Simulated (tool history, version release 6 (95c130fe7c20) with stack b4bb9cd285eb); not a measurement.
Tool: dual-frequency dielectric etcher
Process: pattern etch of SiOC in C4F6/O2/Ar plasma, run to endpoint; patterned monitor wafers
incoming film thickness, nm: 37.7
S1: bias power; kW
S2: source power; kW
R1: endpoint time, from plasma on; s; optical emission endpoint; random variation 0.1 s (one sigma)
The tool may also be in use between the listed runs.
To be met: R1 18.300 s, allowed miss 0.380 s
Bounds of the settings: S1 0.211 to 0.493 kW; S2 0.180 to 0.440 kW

run 1 hour=0.0 | S1=0.352 S2=0.310 | R1=15.507
run 2 hour=2.7 | S1=0.397 S2=0.310 | R1=14.804
run 3 hour=6.9 | S1=0.397 S2=0.280 | R1=15.227
run 4 hour=9.3 | S1=0.379 S2=0.280 | R1=15.582
run 5 hour=10.2 | S1=0.363 S2=0.280 | R1=15.767
run 6 hour=11.9 | S1=0.348 S2=0.280 | R1=16.327
run 7 hour=20.9 | S1=0.339 S2=0.280 | R1=16.421
run 8 hour=28.9 | S1=0.330 S2=0.280 | R1=16.788
run 9 hour=34.0 | S1=0.323 S2=0.280 | R1=16.544
run 10 hour=41.5 | S1=0.313 S2=0.280 | R1=17.025
run 11 hour=45.8 | S1=0.307 S2=0.280 | R1=17.079
run 12 hour=53.4 | S1=0.301 S2=0.280 | R1=17.287

5 next moves are on the table. One of them brings every result within its allowed miss. Which?
run A hour=61.0 | S1=0.291 S2=0.320 | R1=?
run B hour=61.0 | S1=0.306 S2=0.270 | R1=?
run C hour=61.0 | S1=0.309 S2=0.280 | R1=?
run D hour=61.0 | S1=0.308 S2=0.270 | R1=?
run E hour=61.0 | S1=0.265 S2=0.280 | R1=?

move=A R1=16.745
move=B R1=17.228
move=C R1=16.973
move=D R1=17.179
move=E R1=18.163
A: further off than the last run
B: further off than the last run
C: further off than the last run
D: further off than the last run
E: meets every target
The right move is E.
